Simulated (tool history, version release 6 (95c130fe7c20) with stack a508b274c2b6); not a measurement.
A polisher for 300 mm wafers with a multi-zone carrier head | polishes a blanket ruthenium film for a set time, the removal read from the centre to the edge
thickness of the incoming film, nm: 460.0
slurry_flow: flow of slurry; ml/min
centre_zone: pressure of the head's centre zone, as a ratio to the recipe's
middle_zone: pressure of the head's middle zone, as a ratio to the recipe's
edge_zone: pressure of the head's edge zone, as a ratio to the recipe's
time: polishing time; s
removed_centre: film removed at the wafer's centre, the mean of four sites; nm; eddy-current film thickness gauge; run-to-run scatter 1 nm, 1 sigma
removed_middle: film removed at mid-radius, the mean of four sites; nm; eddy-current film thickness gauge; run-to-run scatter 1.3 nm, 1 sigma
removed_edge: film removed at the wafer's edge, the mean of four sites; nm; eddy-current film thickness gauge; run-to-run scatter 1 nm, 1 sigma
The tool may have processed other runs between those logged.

run	day	slurry_flow	centre_zone	middle_zone	edge_zone	time	removed_centre	removed_middle	removed_edge
1	0.000	245	1.00	1.00	1.00	53	72.430	74.052	77.092
2	0.054	245	1.00	1.04	1.00	53	74.317	77.320	76.667
3	0.083	250	1.01	1.07	1.01	55	76.239	81.315	78.877
4	0.250	250	1.01	1.14	1.01	55	77.075	88.653	79.382
5	0.329	280	1.01	1.14	1.01	55	76.858	89.527	79.083
6	0.529	280	1.03	1.15	1.02	57	82.741	90.871	83.384
7	0.692	280	1.03	1.16	1.01	59	84.942	96.255	88.342
8	0.933	280	1.05	1.17	0.97	60	88.169	98.015	84.373
9	1.208	280	1.05	1.17	0.97	61	91.079	100.790	86.555

The next listed run, before its measurement:
10	1.533	280	1.05	1.17	0.97	62	?	?	?

removed_centre: 88.967 nm
removed_middle: 100.870 nm
removed_edge: 89.326 nm
